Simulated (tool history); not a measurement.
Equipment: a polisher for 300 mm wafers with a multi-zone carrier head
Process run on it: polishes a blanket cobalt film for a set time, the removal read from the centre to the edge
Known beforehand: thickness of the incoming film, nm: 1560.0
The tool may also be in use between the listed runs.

| run | hour | flow of slurry (ml/min) | pressure of the head's centre zone | pressure of the head's middle zone | pressure of the head's edge zone | polishing time (s) | film removed at the wafer's centre (angstrom) | film removed at mid-radius (angstrom) | film removed at the wafer's edge (angstrom) |
|---|---|---|---|---|---|---|---|---|---|
| 1 | 0 | 285 | 1 | 1 | 1 | 74 | 1935.5 | 1878.4 | 2000.5 |
| 2 | 4.5 | 285 | 1 | 1 | 0.92 | 74 | 1934.6 | 1888.9 | 1895.8 |
| 3 | 7.2 | 285 | 1 | 1 | 0.92 | 57 | 1478.3 | 1456.3 | 1443.1 |
| 4 | 15.8 | 285 | 1 | 1.03 | 0.92 | 57 | 1476.1 | 1492.6 | 1466.7 |
| 5 | 23.7 | 290 | 1.02 | 1.04 | 0.96 | 58 | 1539.2 | 1521.6 | 1533.8 |
| 6 | 32.6 | 295 | 1.03 | 1.05 | 0.99 | 59 | 1582.5 | 1555.2 | 1571.4 |
| 7 | 33.4 | 300 | 1.04 | 1.06 | 1.02 | 60 | 1644.5 | 1589.3 | 1684.9 |
| 8 | 40.6 | 310 | 1.04 | 1.07 | 1.03 | 60 | 1637.6 | 1638.4 | 1625 |
| 9 | 46.2 | 300 | 1.04 | 1.07 | 1.05 | 61 | 1660.9 | 1658.7 | 1652.8 |
| 10 | 50.7 | 310 | 1.04 | 1.06 | 1.07 | 61 | 1662.2 | 1620.7 | 1717.3 |
| 11 | 54.6 | 315 | 1.04 | 1.06 | 1.08 | 61 | 1652.3 | 1647.5 | 1731.5 |
|  | 58.1 | edge zone pressure recalibrated |
| 12 | 58.1 | 320 | 1.05 | 1.06 | 1.09 | 61 | 1682 | 1629.1 | 1634.7 |
| 13 | 60.2 | 300 | 1.05 | 1.06 | 1.1 | 61 | 1670 | 1620.5 | 1634.1 |
| 14 | 61.1 | 320 | 1.05 | 1.05 | 1.1 | 61 | 1661.5 | 1614 | 1644.4 |
| 15 | 61.8 | 290 | 1.04 | 1.05 | 1.12 | 62 | 1678.1 | 1652.5 | 1678.1 |
| 16 | 63.3 | 315 | 1.04 | 1.04 | 1.12 | 62 | 1692.8 | 1631.8 | 1705.2 |

What does the tool deliver on the next run?
| 17 | 65.4 | 330 | 1.04 | 1.04 | 1.13 | 62 | ? | ? | ? |

{"run 17": {"film removed at the wafer's centre (angstrom)": 1701.1, "film removed at mid-radius (angstrom)": 1638.9, "film removed at the wafer's edge (angstrom)": 1677.7}}

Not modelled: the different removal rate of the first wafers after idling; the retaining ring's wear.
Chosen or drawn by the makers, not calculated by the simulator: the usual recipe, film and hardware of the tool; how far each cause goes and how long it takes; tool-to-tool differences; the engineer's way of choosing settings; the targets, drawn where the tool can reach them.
